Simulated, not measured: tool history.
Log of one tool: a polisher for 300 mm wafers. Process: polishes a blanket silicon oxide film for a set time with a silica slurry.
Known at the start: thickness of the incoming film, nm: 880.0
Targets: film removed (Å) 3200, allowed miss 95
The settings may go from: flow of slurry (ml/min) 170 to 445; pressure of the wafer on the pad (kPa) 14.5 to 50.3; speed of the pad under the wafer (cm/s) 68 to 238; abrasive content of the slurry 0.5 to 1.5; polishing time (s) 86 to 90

| run | day | flow of slurry (ml/min) | pressure of the wafer on the pad (kPa) | speed of the pad under the wafer (cm/s) | abrasive content of the slurry | polishing time (s) | film removed (Å) |
|---|---|---|---|---|---|---|---|
| 1 | 0 | 285 | 32.4 | 152 | 1 | 86 | 4659.2 |
| 2 | 0.375 | 285 | 32.4 | 152 | 1 | 86 | 4689.1 |
| 3 | 0.612 | 285 | 31 | 152 | 1 | 86 | 4490.1 |
| 4 | 0.679 | 285 | 29.6 | 152 | 1 | 86 | 4357.1 |
| 5 | 0.829 | 285 | 26.2 | 152 | 1 | 86 | 3832.1 |
| 6 | 0.85 | 285 | 25.5 | 152 | 1 | 86 | 3817.6 |
| 7 | 1.038 | 280 | 18.6 | 150 | 1 | 86 | 2885.3 |
| 8 | 1.308 | 285 | 18.6 | 150 | 1 | 86 | 2874 |
| 9 | 1.6 | 285 | 19.3 | 150 | 1 | 86 | 2950.2 |

Which of these 5 next moves meets every target?
| A | 1.892 | 310 | 17.9 | 160 | 1.1 | 86 | ? |
| B | 1.892 | 280 | 20.7 | 156 | 0.8 | 90 | ? |
| C | 1.892 | 350 | 15.9 | 148 | 1.2 | 86 | ? |
| D | 1.892 | 245 | 24.8 | 142 | 0.85 | 90 | ? |
| E | 1.892 | 260 | 20 | 110 | 1.4 | 86 | ? |

| move | film removed (Å) |
|---|---|
| A | 3062.1 |
| B | 3227.6 |
| C | 2695.6 |
| D | 3539.2 |
| E | 2674.6 |
A: nearer than the last run, and not there yet
B: meets every target
C: further off than the last run
D: takes the result that was furthest off past its target
E: further off than the last run
The right move is B.
